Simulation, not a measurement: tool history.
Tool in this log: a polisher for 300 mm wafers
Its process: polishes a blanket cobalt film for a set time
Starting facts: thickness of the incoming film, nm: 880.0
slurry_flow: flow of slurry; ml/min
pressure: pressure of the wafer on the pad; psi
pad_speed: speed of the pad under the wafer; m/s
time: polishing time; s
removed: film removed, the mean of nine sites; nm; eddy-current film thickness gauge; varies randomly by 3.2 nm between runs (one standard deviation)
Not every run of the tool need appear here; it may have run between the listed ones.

run,day,slurry_flow,pressure,pad_speed,time,removed
1,0.000,205,2.4,1.16,54,429.17
2,0.279,205,2.4,1.36,54,506.80
3,0.521,240,2.4,1.36,54,512.17
4,0.854,240,2.9,1.36,54,619.48
5,1.075,240,2.5,1.36,54,526.53
6,1.417,240,2.3,1.30,54,478.47
7,1.521,235,2.1,1.24,54,417.63

Run 8 is up next; what results do you expect?
8,1.875,235,1.9,1.20,54,?

Run 8 gave removed 362.50 nm.
